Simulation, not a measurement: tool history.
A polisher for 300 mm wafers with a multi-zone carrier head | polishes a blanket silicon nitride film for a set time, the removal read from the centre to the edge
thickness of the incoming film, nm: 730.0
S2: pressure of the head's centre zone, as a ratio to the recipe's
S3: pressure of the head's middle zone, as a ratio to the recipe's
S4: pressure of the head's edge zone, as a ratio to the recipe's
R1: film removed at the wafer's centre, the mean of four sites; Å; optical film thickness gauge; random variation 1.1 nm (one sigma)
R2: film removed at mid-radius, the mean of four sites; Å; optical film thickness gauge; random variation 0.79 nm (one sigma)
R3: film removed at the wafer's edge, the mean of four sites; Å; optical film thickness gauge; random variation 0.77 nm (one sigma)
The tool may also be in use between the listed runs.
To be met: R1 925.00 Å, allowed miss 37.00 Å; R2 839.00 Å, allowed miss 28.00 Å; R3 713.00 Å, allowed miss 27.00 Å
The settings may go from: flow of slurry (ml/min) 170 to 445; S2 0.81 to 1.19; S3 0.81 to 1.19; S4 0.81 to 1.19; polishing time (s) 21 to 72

run 1 day=0.000 | flow_of_slurry_(ml/min)=285 S2=1.00 S3=1.00 S4=1.00 polishing_time_(s)=46 | R1=1244.40 R2=1239.60 R3=1216.10
run 2 day=0.304 | flow_of_slurry_(ml/min)=290 S2=1.04 S3=1.02 S4=0.95 polishing_time_(s)=40 | R1=1099.00 R2=1085.30 R3=1018.80
run 3 day=0.388 | flow_of_slurry_(ml/min)=290 S2=1.04 S3=1.02 S4=0.95 polishing_time_(s)=45 | R1=1218.10 R2=1222.20 R3=1161.60
run 4 day=0.642 | flow_of_slurry_(ml/min)=315 S2=1.09 S3=1.03 S4=0.91 polishing_time_(s)=40 | R1=1183.20 R2=1111.40 R3=997.15
run 5 day=0.904 | flow_of_slurry_(ml/min)=315 S2=1.09 S3=0.98 S4=0.91 polishing_time_(s)=40 | R1=1174.30 R2=1062.30 R3=986.98
run 6 day=1.254 | flow_of_slurry_(ml/min)=315 S2=1.02 S3=0.98 S4=0.91 polishing_time_(s)=40 | R1=1101.40 R2=1069.30 R3=997.69
run 7 day=1.621 | flow_of_slurry_(ml/min)=340 S2=1.04 S3=0.98 S4=0.88 polishing_time_(s)=36 | R1=1042.40 R2=966.95 R3=894.16
run 8 day=1.850 | flow_of_slurry_(ml/min)=340 S2=1.06 S3=0.99 S4=0.86 polishing_time_(s)=34 | R1=961.46 R2=927.27 R3=835.24
-- day=1.962 slurry nozzle cleaned
run 9 day=1.962 | flow_of_slurry_(ml/min)=345 S2=1.09 S3=0.99 S4=0.84 polishing_time_(s)=33 | R1=1006.40 R2=916.39 R3=811.01

Which of these 5 next moves meets every target?
run A day=2.075 | flow_of_slurry_(ml/min)=260 S2=0.97 S3=0.87 S4=0.95 polishing_time_(s)=35 | R1=? R2=? R3=?
run B day=2.075 | flow_of_slurry_(ml/min)=360 S2=1.14 S3=1.03 S4=0.81 polishing_time_(s)=29 | R1=? R2=? R3=?
run C day=2.075 | flow_of_slurry_(ml/min)=355 S2=1.06 S3=0.82 S4=0.97 polishing_time_(s)=37 | R1=? R2=? R3=?
run D day=2.075 | flow_of_slurry_(ml/min)=195 S2=1.01 S3=0.85 S4=1.00 polishing_time_(s)=36 | R1=? R2=? R3=?
run E day=2.075 | flow_of_slurry_(ml/min)=305 S2=1.08 S3=1.00 S4=0.83 polishing_time_(s)=33 | R1=? R2=? R3=?

move=A R1=924.51 R2=866.12 R3=911.30
move=B R1=937.01 R2=854.58 R3=719.55
move=C R1=1107.90 R2=900.89 R3=998.46
move=D R1=943.50 R2=836.64 R3=930.06
move=E R1=992.14 R2=933.88 R3=817.90
A: further off than the last run
B: meets every target
C: further off than the last run
D: further off than the last run
E: further off than the last run
Move B is the one to make.
